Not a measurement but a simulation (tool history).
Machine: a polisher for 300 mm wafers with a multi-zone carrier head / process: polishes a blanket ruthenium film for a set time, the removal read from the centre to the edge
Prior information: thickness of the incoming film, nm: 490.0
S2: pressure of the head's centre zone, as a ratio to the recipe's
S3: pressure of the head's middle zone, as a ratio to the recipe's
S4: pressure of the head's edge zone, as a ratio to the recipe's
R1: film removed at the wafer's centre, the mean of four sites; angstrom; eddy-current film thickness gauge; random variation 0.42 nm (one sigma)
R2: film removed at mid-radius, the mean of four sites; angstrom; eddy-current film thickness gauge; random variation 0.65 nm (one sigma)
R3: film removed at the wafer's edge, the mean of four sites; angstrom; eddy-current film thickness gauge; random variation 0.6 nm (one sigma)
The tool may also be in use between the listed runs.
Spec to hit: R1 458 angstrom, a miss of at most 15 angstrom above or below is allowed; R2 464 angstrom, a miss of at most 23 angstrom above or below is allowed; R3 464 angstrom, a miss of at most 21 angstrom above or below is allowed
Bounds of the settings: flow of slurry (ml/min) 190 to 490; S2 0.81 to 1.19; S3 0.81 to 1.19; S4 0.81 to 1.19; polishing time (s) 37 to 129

run 1 day=0 | flow_of_slurry_(ml/min)=315 S2=1 S3=1 S4=1 polishing_time_(s)=83 | R1=690.79 R2=669.85 R3=680.47
run 2 day=0.225 | flow_of_slurry_(ml/min)=315 S2=0.98 S3=0.99 S4=0.97 polishing_time_(s)=76 | R1=610.35 R2=591.06 R3=608.2
run 3 day=0.538 | flow_of_slurry_(ml/min)=315 S2=0.96 S3=0.99 S4=0.94 polishing_time_(s)=72 | R1=575.14 R2=551.79 R3=571.19
run 4 day=0.579 | flow_of_slurry_(ml/min)=280 S2=0.96 S3=0.99 S4=0.94 polishing_time_(s)=72 | R1=552.98 R2=555.56 R3=576.95
run 5 day=0.7 | flow_of_slurry_(ml/min)=280 S2=0.96 S3=1.07 S4=0.94 polishing_time_(s)=72 | R1=558.12 R2=604.69 R3=564.99
run 6 day=0.729 | flow_of_slurry_(ml/min)=280 S2=0.96 S3=1.07 S4=0.9 polishing_time_(s)=72 | R1=569.1 R2=590.9 R3=564.48
run 7 day=0.95 | flow_of_slurry_(ml/min)=280 S2=0.96 S3=1.07 S4=0.9 polishing_time_(s)=72 | R1=555.2 R2=605.15 R3=559.1
run 8 day=1.271 | flow_of_slurry_(ml/min)=300 S2=0.95 S3=1.05 S4=0.9 polishing_time_(s)=68 | R1=527.38 R2=555.25 R3=540.03
run 9 day=1.45 | flow_of_slurry_(ml/min)=300 S2=0.95 S3=1.05 S4=0.89 polishing_time_(s)=65 | R1=500.79 R2=528.21 R3=517.04
run 10 day=1.517 | flow_of_slurry_(ml/min)=300 S2=0.96 S3=1.05 S4=0.88 polishing_time_(s)=63 | R1=496.95 R2=531.68 R3=488.14
run 11 day=1.688 | flow_of_slurry_(ml/min)=300 S2=0.95 S3=1.03 S4=0.87 polishing_time_(s)=62 | R1=473.78 R2=515.48 R3=484.09
run 12 day=2.012 | flow_of_slurry_(ml/min)=305 S2=0.95 S3=1 S4=0.87 polishing_time_(s)=61 | R1=476.07 R2=466.13 R3=476.07
run 13 day=2.175 | flow_of_slurry_(ml/min)=305 S2=0.95 S3=1 S4=0.86 polishing_time_(s)=61 | R1=468.95 R2=495.44 R3=467.09
run 14 day=2.467 | flow_of_slurry_(ml/min)=305 S2=0.95 S3=0.99 S4=0.86 polishing_time_(s)=61 | R1=466.1 R2=483.03 R3=475.68
run 15 day=2.8 | flow_of_slurry_(ml/min)=305 S2=0.95 S3=0.98 S4=0.86 polishing_time_(s)=61 | R1=470.78 R2=483.38 R3=464.11
run 16 day=2.846 | flow_of_slurry_(ml/min)=305 S2=0.95 S3=0.97 S4=0.86 polishing_time_(s)=61 | R1=467.97 R2=477.18 R3=475.25

Which of these 4 next moves meets every target?
run A day=2.892 | flow_of_slurry_(ml/min)=210 S2=1.01 S3=0.99 S4=0.85 polishing_time_(s)=65 | R1=? R2=? R3=?
run B day=2.892 | flow_of_slurry_(ml/min)=345 S2=0.9 S3=0.94 S4=0.81 polishing_time_(s)=61 | R1=? R2=? R3=?
run C day=2.892 | flow_of_slurry_(ml/min)=360 S2=1.06 S3=1.03 S4=0.81 polishing_time_(s)=56 | R1=? R2=? R3=?
run D day=2.892 | flow_of_slurry_(ml/min)=290 S2=0.95 S3=0.97 S4=0.82 polishing_time_(s)=63 | R1=? R2=? R3=?

move=A R1=500.3 R2=481.51 R3=481.2
move=B R1=452.83 R2=460.95 R3=465.46
move=C R1=485.12 R2=458.44 R3=428.06
move=D R1=481.82 R2=480 R3=476.14
A: further off than the last run
B: hits every target within its allowed miss
C: further off than the last run
D: further off than the last run
Answer: B

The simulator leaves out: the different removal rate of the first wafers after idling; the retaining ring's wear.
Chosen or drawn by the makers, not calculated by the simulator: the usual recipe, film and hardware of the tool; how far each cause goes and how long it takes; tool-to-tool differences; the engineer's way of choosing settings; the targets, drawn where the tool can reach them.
